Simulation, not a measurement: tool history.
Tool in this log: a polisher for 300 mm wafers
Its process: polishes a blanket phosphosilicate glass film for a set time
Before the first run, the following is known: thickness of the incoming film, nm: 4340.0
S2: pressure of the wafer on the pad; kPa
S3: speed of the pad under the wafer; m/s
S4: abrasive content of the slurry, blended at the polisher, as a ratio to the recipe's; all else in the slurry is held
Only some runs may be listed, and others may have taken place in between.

run 1 hour=0.0 | flow_of_slurry_(ml/min)=260 S2=15.9 S3=0.96 S4=1.0 polishing_time_(s)=61 | film_removed_(nm)=350.89
run 2 hour=8.0 | flow_of_slurry_(ml/min)=210 S2=15.9 S3=0.96 S4=1.0 polishing_time_(s)=61 | film_removed_(nm)=347.36
run 3 hour=16.5 | flow_of_slurry_(ml/min)=210 S2=14.5 S3=0.96 S4=1.0 polishing_time_(s)=61 | film_removed_(nm)=319.11
run 4 hour=17.9 | flow_of_slurry_(ml/min)=210 S2=14.5 S3=0.96 S4=1.0 polishing_time_(s)=61 | film_removed_(nm)=320.52
run 5 hour=25.8 | flow_of_slurry_(ml/min)=210 S2=17.9 S3=0.96 S4=1.0 polishing_time_(s)=61 | film_removed_(nm)=388.69
run 6 hour=30.8 | flow_of_slurry_(ml/min)=210 S2=20.7 S3=0.96 S4=1.0 polishing_time_(s)=61 | film_removed_(nm)=445.59
run 7 hour=33.1 | flow_of_slurry_(ml/min)=210 S2=16.5 S3=0.90 S4=1.0 polishing_time_(s)=61 | film_removed_(nm)=338.43
run 8 hour=42.1 | flow_of_slurry_(ml/min)=210 S2=15.2 S3=0.90 S4=1.0 polishing_time_(s)=61 | film_removed_(nm)=318.08
run 9 hour=49.3 | flow_of_slurry_(ml/min)=210 S2=13.8 S3=0.90 S4=1.0 polishing_time_(s)=61 | film_removed_(nm)=287.34

Predict the results of run 10:
run 10 hour=55.0 | flow_of_slurry_(ml/min)=210 S2=13.1 S3=0.90 S4=1.0 polishing_time_(s)=61 | film_removed_(nm)=?

film removed (nm): 270.38
